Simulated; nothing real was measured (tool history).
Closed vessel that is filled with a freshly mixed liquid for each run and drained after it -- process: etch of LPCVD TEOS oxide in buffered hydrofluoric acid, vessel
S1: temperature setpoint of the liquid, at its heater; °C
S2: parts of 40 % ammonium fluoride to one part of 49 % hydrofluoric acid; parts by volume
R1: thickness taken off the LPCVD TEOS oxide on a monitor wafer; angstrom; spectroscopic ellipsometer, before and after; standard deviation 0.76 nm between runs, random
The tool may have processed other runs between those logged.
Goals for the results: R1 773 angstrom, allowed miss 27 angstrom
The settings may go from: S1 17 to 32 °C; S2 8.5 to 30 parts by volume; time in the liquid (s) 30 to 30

run 1 hour=0 | S1=24 S2=23 time_in_the_liquid_(s)=30 | R1=279.97
run 2 hour=4.5 | S1=24 S2=25.5 time_in_the_liquid_(s)=30 | R1=264.82
run 3 hour=6.6 | S1=25.5 S2=22 time_in_the_liquid_(s)=30 | R1=314.75
run 4 hour=11.6 | S1=27 S2=19 time_in_the_liquid_(s)=30 | R1=383.98
run 5 hour=15.8 | S1=27 S2=19 time_in_the_liquid_(s)=30 | R1=387.34
run 6 hour=19.2 | S1=28 S2=17 time_in_the_liquid_(s)=30 | R1=446.7
run 7 hour=24.5 | S1=29 S2=15.5 time_in_the_liquid_(s)=30 | R1=522.5
-- hour=29.3 thermometer replaced
run 8 hour=29.3 | S1=29.5 S2=14.5 time_in_the_liquid_(s)=30 | R1=627.99
run 9 hour=30.4 | S1=29.5 S2=14.5 time_in_the_liquid_(s)=30 | R1=632.84
run 10 hour=34.2 | S1=30 S2=14.5 time_in_the_liquid_(s)=30 | R1=643.17
run 11 hour=39.2 | S1=30.5 S2=14.5 time_in_the_liquid_(s)=30 | R1=680.89

4 next moves are on the table. One of them brings every result within its allowed miss. Which?
run A hour=44.2 | S1=28.5 S2=15 time_in_the_liquid_(s)=30 | R1=?
run B hour=44.2 | S1=30.5 S2=12.5 time_in_the_liquid_(s)=30 | R1=?
run C hour=44.2 | S1=31 S2=17 time_in_the_liquid_(s)=30 | R1=?
run D hour=44.2 | S1=23 S2=12 time_in_the_liquid_(s)=30 | R1=?

move=A R1=577.63
move=B R1=767.23
move=C R1=582.82
move=D R1=534.11
A: lands further from the targets than the last run did
B: all results in spec
C: lands further from the targets than the last run did
D: lands further from the targets than the last run did
Correct choice: B, which meets every target

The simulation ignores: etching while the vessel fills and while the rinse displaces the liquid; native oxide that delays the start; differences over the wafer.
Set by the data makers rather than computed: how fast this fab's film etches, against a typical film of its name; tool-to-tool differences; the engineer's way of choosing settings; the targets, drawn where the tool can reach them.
